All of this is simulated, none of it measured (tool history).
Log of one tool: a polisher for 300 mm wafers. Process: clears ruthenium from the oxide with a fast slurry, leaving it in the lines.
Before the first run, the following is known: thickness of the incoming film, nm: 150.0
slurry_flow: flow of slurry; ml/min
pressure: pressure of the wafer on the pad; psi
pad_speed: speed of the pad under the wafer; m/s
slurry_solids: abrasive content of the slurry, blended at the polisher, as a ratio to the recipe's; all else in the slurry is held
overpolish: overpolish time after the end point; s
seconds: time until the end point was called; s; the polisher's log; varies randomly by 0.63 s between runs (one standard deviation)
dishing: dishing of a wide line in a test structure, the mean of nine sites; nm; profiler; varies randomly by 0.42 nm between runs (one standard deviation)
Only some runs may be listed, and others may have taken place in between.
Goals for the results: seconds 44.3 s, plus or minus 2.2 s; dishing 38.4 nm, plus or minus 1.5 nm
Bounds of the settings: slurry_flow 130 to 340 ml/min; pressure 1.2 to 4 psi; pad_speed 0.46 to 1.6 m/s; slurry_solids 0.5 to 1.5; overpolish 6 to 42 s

Run 1, hour 0: slurry_flow 220 ml/min, pressure 2.6 psi, pad_speed 1.02 m/s, slurry_solids 1, overpolish 21 s. Result: seconds 37.257 s, dishing 67.578 nm.
Run 2, hour 5.8: slurry_flow 225 ml/min, pressure 2.5 psi, pad_speed 1.02 m/s, slurry_solids 1, overpolish 18 s. Result: seconds 37.954 s, dishing 58.347 nm.
Run 3, hour 11.4: slurry_flow 265 ml/min, pressure 2.5 psi, pad_speed 1.02 m/s, slurry_solids 1, overpolish 18 s. Result: seconds 38.254 s, dishing 58.034 nm.
Run 4, hour 12.4: slurry_flow 265 ml/min, pressure 3.1 psi, pad_speed 1.02 m/s, slurry_solids 1, overpolish 18 s. Result: seconds 30.823 s, dishing 71.23 nm.
Run 5, hour 16.7: slurry_flow 265 ml/min, pressure 2.8 psi, pad_speed 1.02 m/s, slurry_solids 1, overpolish 18 s. Result: seconds 34.169 s, dishing 64.982 nm.
Run 6, hour 19.6: slurry_flow 265 ml/min, pressure 2.6 psi, pad_speed 1.02 m/s, slurry_solids 1, overpolish 16 s. Result: seconds 36.58 s, dishing 55.256 nm.
Run 7, hour 23.5: slurry_flow 265 ml/min, pressure 2.4 psi, pad_speed 1.02 m/s, slurry_solids 1, overpolish 15 s. Result: seconds 39.316 s, dishing 48.518 nm.
Run 8, hour 32.5: slurry_flow 265 ml/min, pressure 2.3 psi, pad_speed 1.02 m/s, slurry_solids 1, overpolish 14 s. Result: seconds 40.843 s, dishing 43.812 nm.
Run 9, hour 39.2: slurry_flow 265 ml/min, pressure 2.2 psi, pad_speed 1.02 m/s, slurry_solids 1, overpolish 14 s. Result: seconds 42.513 s, dishing 42.52 nm.

Exactly one of the 5 candidate moves below puts every result within its allowed miss. Which one?
Run A, hour 45.9: slurry_flow 240 ml/min, pressure 2 psi, pad_speed 1.12 m/s, slurry_solids 1, overpolish 18 s. Result: seconds ?, dishing ?.
Run B, hour 45.9: slurry_flow 285 ml/min, pressure 2.1 psi, pad_speed 0.98 m/s, slurry_solids 1.1, overpolish 13 s. Result: seconds ?, dishing ?.
Run C, hour 45.9: slurry_flow 255 ml/min, pressure 2.3 psi, pad_speed 1 m/s, slurry_solids 0.95, overpolish 16 s. Result: seconds ?, dishing ?.
Run D, hour 45.9: slurry_flow 290 ml/min, pressure 2.2 psi, pad_speed 1.16 m/s, slurry_solids 0.8, overpolish 13 s. Result: seconds ?, dishing ?.
Run E, hour 45.9: slurry_flow 300 ml/min, pressure 2.5 psi, pad_speed 0.9 m/s, slurry_solids 0.85, overpolish 17 s. Result: seconds ?, dishing ?.

move  seconds  dishing
   A   43.528   51.589
   B   44.774   37.751
   C   43.007    47.06
   D   41.033   40.826
   E   45.128   47.576
A: misses by more than the last run did
B: each result inside its tolerance
C: misses by more than the last run did
D: gains on the last run, yet a result remains outside its allowed miss
E: misses by more than the last run did
Move B is the one to make.
